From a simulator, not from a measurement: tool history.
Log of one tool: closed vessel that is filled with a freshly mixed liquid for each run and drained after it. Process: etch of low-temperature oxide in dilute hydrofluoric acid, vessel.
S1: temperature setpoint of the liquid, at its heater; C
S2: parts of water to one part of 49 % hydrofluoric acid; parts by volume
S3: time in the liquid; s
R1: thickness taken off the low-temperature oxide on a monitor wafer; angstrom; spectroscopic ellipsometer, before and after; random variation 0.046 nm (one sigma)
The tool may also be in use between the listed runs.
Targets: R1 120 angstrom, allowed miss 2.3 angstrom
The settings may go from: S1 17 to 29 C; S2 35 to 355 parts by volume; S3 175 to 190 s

run,hour,S1,S2,S3,R1
1,0,21,195,175,167.34
2,8.2,20.5,200,175,160.04
3,16.1,22,200,175,168.75
4,21.6,22,200,190,181.71
5,28.5,22,200,190,182.14
6,31.3,22,200,190,184.11
7,34.2,21.5,205,190,174.26
8,39,21,210,190,166.77
9,46.2,20.5,215,190,158.5
10,52.9,20,220,190,151.04
11,56.6,19.5,225,190,143.67

Which of these 5 next moves meets every target?
A,60.3,17,225,175,?
B,60.3,21.5,255,190,?
C,60.3,20,200,185,?
D,60.3,21.5,200,190,?
E,60.3,20,240,175,?

move,R1
A,120.71
B,133.47
C,165.18
D,179.68
E,125.3
A: meets every target
B: nearer than the last run, and not there yet
C: further off than the last run
D: further off than the last run
E: nearer than the last run, and not there yet
Answer: A

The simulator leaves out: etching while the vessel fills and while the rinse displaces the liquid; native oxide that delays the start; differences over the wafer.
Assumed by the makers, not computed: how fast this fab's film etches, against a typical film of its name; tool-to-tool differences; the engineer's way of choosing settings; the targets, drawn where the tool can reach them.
